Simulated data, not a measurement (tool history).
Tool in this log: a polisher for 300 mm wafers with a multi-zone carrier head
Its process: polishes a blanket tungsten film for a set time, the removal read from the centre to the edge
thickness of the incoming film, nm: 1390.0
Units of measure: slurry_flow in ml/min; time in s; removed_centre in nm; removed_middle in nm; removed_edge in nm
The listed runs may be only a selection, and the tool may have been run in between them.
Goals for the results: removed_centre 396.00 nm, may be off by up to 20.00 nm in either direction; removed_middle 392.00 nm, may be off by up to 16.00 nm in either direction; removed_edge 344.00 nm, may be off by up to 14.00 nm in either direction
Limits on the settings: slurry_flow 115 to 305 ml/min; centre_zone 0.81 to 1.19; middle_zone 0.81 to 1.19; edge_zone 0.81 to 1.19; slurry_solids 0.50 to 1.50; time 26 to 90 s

run	hour	slurry_flow	centre_zone	middle_zone	edge_zone	slurry_solids	time	removed_centre	removed_middle	removed_edge
1	0.0	195	1.00	1.00	1.00	1.00	58	306.88	306.81	307.56
2	6.2	205	1.02	1.03	1.00	1.05	58	323.88	334.22	309.88
3	10.7	205	1.02	1.03	1.00	1.05	69	380.06	397.78	372.20
4	14.5	205	1.03	1.03	0.98	1.05	69	389.93	390.08	365.63
5	16.3	230	1.03	1.03	0.98	1.05	69	398.43	394.02	369.81
6	20.1	230	1.03	0.96	0.98	1.05	69	392.94	372.90	374.82
7	24.1	230	1.03	0.98	0.97	1.05	69	393.41	382.96	378.95
8	30.0	230	1.04	1.00	0.96	1.05	69	398.63	384.78	372.30
9	38.4	230	1.04	1.02	0.95	1.05	69	400.42	395.72	363.95
10	39.8	230	1.04	1.02	0.94	1.05	69	399.88	394.63	362.71
11	48.8	230	1.04	1.02	0.93	1.05	69	401.20	395.20	363.03
12	56.3	230	1.04	1.02	0.93	1.05	69	383.44	390.42	360.57

Next run, 5 choices. One meets every target within its allowed miss, the rest don't. Which?
A	63.8	255	0.99	0.89	0.90	0.95	74	?	?	?
B	63.8	200	1.02	0.96	0.96	0.95	76	?	?	?
C	63.8	225	0.95	0.93	0.92	1.25	70	?	?	?
D	63.8	220	1.13	1.11	1.00	1.00	65	?	?	?
E	63.8	200	0.95	0.94	0.89	0.90	78	?	?	?

move	removed_centre	removed_middle	removed_edge
A	407.20	369.65	376.24
B	413.64	390.90	387.90
C	390.01	381.14	379.06
D	398.35	388.07	345.43
E	394.11	389.35	379.60
A: lands further from the targets than the last run did
B: lands further from the targets than the last run did
C: lands further from the targets than the last run did
D: in spec on every target
E: lands further from the targets than the last run did
The move that meets every target is D.

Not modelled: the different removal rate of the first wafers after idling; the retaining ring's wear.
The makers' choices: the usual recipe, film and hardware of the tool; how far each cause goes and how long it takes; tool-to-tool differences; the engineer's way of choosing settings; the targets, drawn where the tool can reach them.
